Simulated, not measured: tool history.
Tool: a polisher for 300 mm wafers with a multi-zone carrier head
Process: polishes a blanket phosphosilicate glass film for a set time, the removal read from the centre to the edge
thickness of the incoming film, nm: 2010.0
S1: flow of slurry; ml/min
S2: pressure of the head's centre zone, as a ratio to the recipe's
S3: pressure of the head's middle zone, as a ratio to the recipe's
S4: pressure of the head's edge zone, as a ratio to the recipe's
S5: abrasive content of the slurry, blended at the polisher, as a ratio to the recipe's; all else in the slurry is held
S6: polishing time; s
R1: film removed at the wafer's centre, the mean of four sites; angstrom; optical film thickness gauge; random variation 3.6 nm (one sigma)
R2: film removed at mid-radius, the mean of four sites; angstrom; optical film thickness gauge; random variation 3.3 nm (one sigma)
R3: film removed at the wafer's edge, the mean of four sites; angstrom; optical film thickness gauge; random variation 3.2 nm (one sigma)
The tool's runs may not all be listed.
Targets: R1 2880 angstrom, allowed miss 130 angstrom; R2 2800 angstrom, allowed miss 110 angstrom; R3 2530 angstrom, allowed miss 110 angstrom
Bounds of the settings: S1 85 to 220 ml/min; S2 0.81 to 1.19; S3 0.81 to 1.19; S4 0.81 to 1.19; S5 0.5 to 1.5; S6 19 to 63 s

run  hour   S1    S2    S3    S4    S5  S6      R1      R2      R3
  1     0  140     1     1     1     1  41  4521.7  4398.4  4378.5
  2   0.9  140     1  1.05     1     1  41  4460.4  4474.4  4299.7
  3     6  140     1  1.05     1   1.2  41  4878.7  4841.2  4768.2
  4  13.3  140     1  1.13     1   1.2  41  4810.2  5106.9  4651.2
  5  20.8  140     1  1.13     1   1.2  35  4083.4  4360.1  3910.4
  6  23.2  135  1.01   1.1  0.99     1  34  3786.3    3939  3555.2
  7    28  130  1.02     1   0.9  0.75  27  2559.9  2463.4  2384.1
  8  32.3  140  1.03  1.02   0.9  0.75  27  2624.9  2595.8    2406
  9    34  140  1.03  1.02   0.9  0.75  27  2702.4  2589.9  2467.1
 10  35.5  145  1.03  1.03  0.89  0.75  27  2725.2  2662.1    2412

4 next moves are on the table. One of them brings every result within its allowed miss. Which?
  A    37  100  1.03  0.97  0.94  0.9  27   ?   ?   ?
  B    37  110  1.15  0.88  0.84  0.9  28   ?   ?   ?
  C    37  160  0.95  0.92  0.87  0.8  30   ?   ?   ?
  D    37  165  1.03  1.03   0.9  0.7  29   ?   ?   ?

move      R1      R2      R3
   A  2569.6  2440.2  2509.4
   B  3071.7  2436.6  2525.3
   C  2877.9  2804.3  2785.2
   D  2861.1  2783.1  2587.3
A: further off than the last run
B: further off than the last run
C: brings the result that was furthest off to its target, and leaves another outside
D: meets every target
Move D is the one to make.
